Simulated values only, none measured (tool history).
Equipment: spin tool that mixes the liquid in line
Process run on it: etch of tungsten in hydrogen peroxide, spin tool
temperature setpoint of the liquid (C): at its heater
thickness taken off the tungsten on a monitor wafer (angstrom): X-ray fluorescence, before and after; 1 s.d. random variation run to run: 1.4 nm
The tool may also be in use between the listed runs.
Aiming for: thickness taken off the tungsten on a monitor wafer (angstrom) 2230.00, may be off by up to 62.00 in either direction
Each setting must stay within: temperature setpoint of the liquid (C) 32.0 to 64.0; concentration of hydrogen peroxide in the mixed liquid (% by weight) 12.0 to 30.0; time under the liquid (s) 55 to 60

| run | day | temperature setpoint of the liquid (C) | concentration of hydrogen peroxide in the mixed liquid (% by weight) | time under the liquid (s) | thickness taken off the tungsten on a monitor wafer (angstrom) |
|---|---|---|---|---|---|
| 1 | 0.000 | 48.0 | 21.0 | 55 | 1102.40 |
| 2 | 0.108 | 51.5 | 21.0 | 55 | 1361.40 |
| 3 | 0.146 | 47.0 | 21.0 | 55 | 1033.00 |
| 4 | 0.504 | 47.0 | 21.0 | 55 | 1040.50 |
| 5 | 0.679 | 47.0 | 24.0 | 55 | 1108.90 |
| 6 | 1.021 | 44.5 | 24.0 | 55 | 951.84 |
| 7 | 1.375 | 49.0 | 24.0 | 55 | 1264.20 |
| 8 | 1.462 | 52.0 | 24.0 | 55 | 1506.90 |
| 9 | 1.800 | 54.0 | 24.0 | 55 | 1697.10 |
| 10 | 1.954 | 55.5 | 24.0 | 55 | 1843.30 |
| 11 | 2.258 | 55.5 | 24.0 | 55 | 1841.00 |
| 12 | 2.433 | 56.5 | 24.0 | 55 | 1969.20 |
| 13 | 2.788 | 57.0 | 24.0 | 55 | 2022.10 |
| 14 | 3.025 | 57.5 | 24.0 | 55 | 2090.70 |
| 15 | 3.267 | 58.0 | 24.0 | 55 | 2148.30 |

Of the 4 settings listed for the next run, only one would bring every result within its allowed miss of target. Which one?
| A | 3.508 | 56.5 | 27.0 | 55 | ? |
| B | 3.508 | 60.0 | 21.0 | 55 | ? |
| C | 3.508 | 58.5 | 20.5 | 55 | ? |
| D | 3.508 | 57.5 | 20.5 | 60 | ? |

| move | thickness taken off the tungsten on a monitor wafer (angstrom) |
|---|---|
| A | 2077.50 |
| B | 2245.50 |
| C | 2034.40 |
| D | 2093.90 |
A: the biggest miss grows against the last run
B: all results land within tolerance of their targets
C: the biggest miss grows against the last run
D: the biggest miss grows against the last run
Go with B: it meets all targets.
